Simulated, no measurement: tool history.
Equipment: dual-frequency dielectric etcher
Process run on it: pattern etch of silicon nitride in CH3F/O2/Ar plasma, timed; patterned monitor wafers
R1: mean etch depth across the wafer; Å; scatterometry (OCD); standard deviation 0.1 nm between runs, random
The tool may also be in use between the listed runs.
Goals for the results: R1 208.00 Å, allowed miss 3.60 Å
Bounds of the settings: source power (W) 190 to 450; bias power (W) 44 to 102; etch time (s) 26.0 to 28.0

run 1 hour=0.0 | source_power_(W)=320 bias_power_(W)=73 etch_time_(s)=28.0 | R1=178.57
run 2 hour=5.0 | source_power_(W)=340 bias_power_(W)=74 etch_time_(s)=28.0 | R1=183.06
run 3 hour=6.3 | source_power_(W)=340 bias_power_(W)=65 etch_time_(s)=28.0 | R1=175.64
run 4 hour=11.0 | source_power_(W)=340 bias_power_(W)=65 etch_time_(s)=28.0 | R1=174.31
run 5 hour=16.1 | source_power_(W)=360 bias_power_(W)=67 etch_time_(s)=28.0 | R1=182.55
run 6 hour=22.9 | source_power_(W)=380 bias_power_(W)=68 etch_time_(s)=28.0 | R1=186.13
run 7 hour=28.5 | source_power_(W)=390 bias_power_(W)=70 etch_time_(s)=28.0 | R1=191.68
run 8 hour=35.1 | source_power_(W)=390 bias_power_(W)=70 etch_time_(s)=28.0 | R1=191.31
run 9 hour=43.5 | source_power_(W)=400 bias_power_(W)=71 etch_time_(s)=28.0 | R1=193.50
run 10 hour=48.5 | source_power_(W)=410 bias_power_(W)=72 etch_time_(s)=28.0 | R1=198.01
run 11 hour=54.9 | source_power_(W)=420 bias_power_(W)=72 etch_time_(s)=28.0 | R1=198.19
run 12 hour=59.5 | source_power_(W)=430 bias_power_(W)=73 etch_time_(s)=28.0 | R1=202.26
run 13 hour=65.4 | source_power_(W)=430 bias_power_(W)=73 etch_time_(s)=28.0 | R1=202.86

5 next moves are on the table. One of them brings every result within its allowed miss. Which?
run A hour=71.3 | source_power_(W)=450 bias_power_(W)=79 etch_time_(s)=27.5 | R1=?
run B hour=71.3 | source_power_(W)=450 bias_power_(W)=78 etch_time_(s)=26.5 | R1=?
run C hour=71.3 | source_power_(W)=440 bias_power_(W)=66 etch_time_(s)=28.0 | R1=?
run D hour=71.3 | source_power_(W)=450 bias_power_(W)=67 etch_time_(s)=27.5 | R1=?
run E hour=71.3 | source_power_(W)=440 bias_power_(W)=77 etch_time_(s)=26.5 | R1=?

move=A R1=209.22
move=B R1=200.69
move=C R1=197.86
move=D R1=197.29
move=E R1=197.81
A: every result lands within tolerance
B: moves away from the targets compared with the last run
C: moves away from the targets compared with the last run
D: moves away from the targets compared with the last run
E: moves away from the targets compared with the last run
Move A is the one to make.
